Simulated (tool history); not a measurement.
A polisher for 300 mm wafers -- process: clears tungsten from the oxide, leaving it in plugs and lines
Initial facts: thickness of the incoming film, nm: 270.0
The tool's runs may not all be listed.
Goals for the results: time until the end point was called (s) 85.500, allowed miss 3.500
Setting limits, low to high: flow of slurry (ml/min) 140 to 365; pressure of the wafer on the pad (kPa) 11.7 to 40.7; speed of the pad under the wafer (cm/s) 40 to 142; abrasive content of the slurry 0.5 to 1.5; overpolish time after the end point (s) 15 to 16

| run | hour | flow of slurry (ml/min) | pressure of the wafer on the pad (kPa) | speed of the pad under the wafer (cm/s) | abrasive content of the slurry | overpolish time after the end point (s) | time until the end point was called (s) |
|---|---|---|---|---|---|---|---|
| 1 | 0.0 | 235 | 26.2 | 90 | 1.0 | 15 | 66.543 |
| 2 | 0.7 | 235 | 26.2 | 98 | 1.0 | 15 | 61.139 |
| 3 | 2.2 | 235 | 29.6 | 98 | 1.0 | 15 | 55.516 |
| 4 | 7.1 | 235 | 26.9 | 98 | 1.0 | 15 | 60.716 |
| 5 | 11.1 | 235 | 24.8 | 98 | 1.0 | 15 | 65.102 |
| 6 | 13.8 | 180 | 24.8 | 98 | 1.0 | 15 | 66.682 |
| 7 | 15.7 | 180 | 23.4 | 98 | 1.0 | 15 | 73.620 |
| 8 | 23.6 | 175 | 22.8 | 98 | 1.0 | 15 | 74.368 |
| 9 | 26.2 | 175 | 22.1 | 98 | 1.0 | 15 | 77.453 |
| 10 | 32.9 | 175 | 21.4 | 98 | 1.0 | 15 | 77.411 |

Exercise: of the 5 proposed moves below, exactly one satisfies all targets within the stated allowed misses. Which move is it?
| A | 39.6 | 230 | 18.6 | 86 | 1.0 | 16 | ? |
| B | 39.6 | 235 | 19.3 | 88 | 0.9 | 15 | ? |
| C | 39.6 | 195 | 19.3 | 96 | 1.1 | 16 | ? |
| D | 39.6 | 180 | 23.4 | 88 | 1.1 | 16 | ? |
| E | 39.6 | 225 | 21.4 | 88 | 0.6 | 16 | ? |

| move | time until the end point was called (s) |
|---|---|
| A | 95.191 |
| B | 92.817 |
| C | 84.743 |
| D | 75.822 |
| E | 94.691 |
A: carries the result that was furthest off beyond its target, to the other side
B: carries the result that was furthest off beyond its target, to the other side
C: all results land within tolerance of their targets
D: misses by more than the last run did
E: carries the result that was furthest off beyond its target, to the other side
Go with C: it meets all targets.
